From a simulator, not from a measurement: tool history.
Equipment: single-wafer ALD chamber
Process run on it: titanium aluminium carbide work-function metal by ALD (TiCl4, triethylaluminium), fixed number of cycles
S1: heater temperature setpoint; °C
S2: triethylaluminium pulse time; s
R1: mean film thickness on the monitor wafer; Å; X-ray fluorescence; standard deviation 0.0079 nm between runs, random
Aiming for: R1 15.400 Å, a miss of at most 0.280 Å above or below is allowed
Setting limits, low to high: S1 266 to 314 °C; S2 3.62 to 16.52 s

{"run": 1, "hour": 0.0, "S1": 290, "S2": 10.07, "R1": 19.466}
{"run": 2, "hour": 5.1, "S1": 279, "S2": 10.07, "R1": 18.578}
{"run": 3, "hour": 6.3, "S1": 271, "S2": 10.07, "R1": 17.921}
{"run": 4, "hour": 8.5, "S1": 266, "S2": 10.07, "R1": 17.633}
{"run": 5, "hour": 14.7, "S1": 266, "S2": 8.53, "R1": 17.037}
{"run": 6, "hour": 17.5, "S1": 266, "S2": 7.36, "R1": 16.054}
{"run": 7, "hour": 22.1, "S1": 266, "S2": 5.95, "R1": 14.511}
{"run": 8, "hour": 29.1, "S1": 268, "S2": 6.1, "R1": 14.938}
{"run": 9, "hour": 33.8, "S1": 269, "S2": 6.18, "R1": 15.038}

Which of these 4 next moves meets every target?
{"run": "A", "hour": 38.5, "S1": 271, "S2": 5.77, "R1": "?"}
{"run": "B", "hour": 38.5, "S1": 276, "S2": 5.48, "R1": "?"}
{"run": "C", "hour": 38.5, "S1": 266, "S2": 6.53, "R1": "?"}
{"run": "D", "hour": 38.5, "S1": 268, "S2": 6.07, "R1": "?"}

move=A R1=14.610
move=B R1=14.369
move=C R1=15.416
move=D R1=14.912
A: lands further from the targets than the last run did
B: lands further from the targets than the last run did
C: each result inside its tolerance
D: lands further from the targets than the last run did
So the answer is move C, the one that meets all the targets.
